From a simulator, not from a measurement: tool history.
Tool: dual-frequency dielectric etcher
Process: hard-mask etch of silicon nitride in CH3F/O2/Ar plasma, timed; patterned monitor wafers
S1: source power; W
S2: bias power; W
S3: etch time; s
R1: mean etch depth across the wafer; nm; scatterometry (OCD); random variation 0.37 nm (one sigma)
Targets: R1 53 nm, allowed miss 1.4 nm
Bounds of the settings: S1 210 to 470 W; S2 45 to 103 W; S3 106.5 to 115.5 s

Run 1, hour 0: S1 340 W, S2 74 W, S3 115.5 s. Result: R1 72.046 nm.
Run 2, hour 8.3: S1 320 W, S2 69 W, S3 114 s. Result: R1 68.178 nm.
Run 3, hour 13.8: S1 300 W, S2 65 W, S3 112.5 s. Result: R1 63.285 nm.
Run 4, hour 22.4: S1 270 W, S2 65 W, S3 112.5 s. Result: R1 60.725 nm.
Run 5, hour 27.7: S1 260 W, S2 63 W, S3 112 s. Result: R1 57.994 nm.
Run 6, hour 35.4: S1 250 W, S2 63 W, S3 112 s. Result: R1 57.913 nm.
Run 7, hour 37.5: S1 240 W, S2 62 W, S3 112 s. Result: R1 56.545 nm.
At hour 41.1: source power generator calibrated.
Run 8, hour 41.1: S1 240 W, S2 61 W, S3 112 s. Result: R1 55.835 nm.
Run 9, hour 48.6: S1 240 W, S2 61 W, S3 112 s. Result: R1 55.915 nm.

4 next moves are on the table. One of them brings every result within its allowed miss. Which?
Run A, hour 56.1: S1 210 W, S2 68 W, S3 113 s. Result: R1 ?.
Run B, hour 56.1: S1 270 W, S2 53 W, S3 110 s. Result: R1 ?.
Run C, hour 56.1: S1 240 W, S2 64 W, S3 110.5 s. Result: R1 ?.
Run D, hour 56.1: S1 220 W, S2 60 W, S3 115.5 s. Result: R1 ?.

move      R1
   A  57.046
   B  53.653
   C  56.772
   D  55.664
A: further off than the last run
B: meets every target
C: further off than the last run
D: nearer than the last run, and not there yet
Answer: B
